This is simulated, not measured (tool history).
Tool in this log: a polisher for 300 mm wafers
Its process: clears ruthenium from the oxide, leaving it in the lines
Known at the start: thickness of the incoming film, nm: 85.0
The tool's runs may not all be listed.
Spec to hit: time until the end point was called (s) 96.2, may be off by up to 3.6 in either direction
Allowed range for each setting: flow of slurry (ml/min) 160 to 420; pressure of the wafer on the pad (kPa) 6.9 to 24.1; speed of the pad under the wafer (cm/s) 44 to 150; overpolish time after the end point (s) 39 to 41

run,day,flow of slurry (ml/min),pressure of the wafer on the pad (kPa),speed of the pad under the wafer (cm/s),overpolish time after the end point (s),time until the end point was called (s)
1,0,270,15.2,96,39,77.483
2,0.225,270,14.5,96,39,80.348
3,0.408,270,14.5,96,39,79.947
4,0.771,270,14.5,114,39,68.234
5,1.071,270,14.5,114,41,67.173
6,1.338,270,14.5,114,39,68.445
7,1.479,270,13.8,114,39,71.066
8,1.596,270,13.1,114,39,73.599
9,1.633,270,12.4,114,39,75.809
10,1.988,270,8.3,112,39,104.61

Pick the move, out of 5, that brings all results within their allowed miss; only one does.
A,2.342,290,9,106,39,?
B,2.342,295,8.3,112,39,?
C,2.342,270,8.3,104,41,?
D,2.342,330,7.6,126,40,?
E,2.342,320,6.9,116,39,?

move,time until the end point was called (s)
A,105.33
B,105.44
C,114.3
D,98.79
E,114.29
A: moves away from the targets compared with the last run
B: moves away from the targets compared with the last run
C: moves away from the targets compared with the last run
D: every result lands within tolerance
E: moves away from the targets compared with the last run
Go with D: it meets all targets.
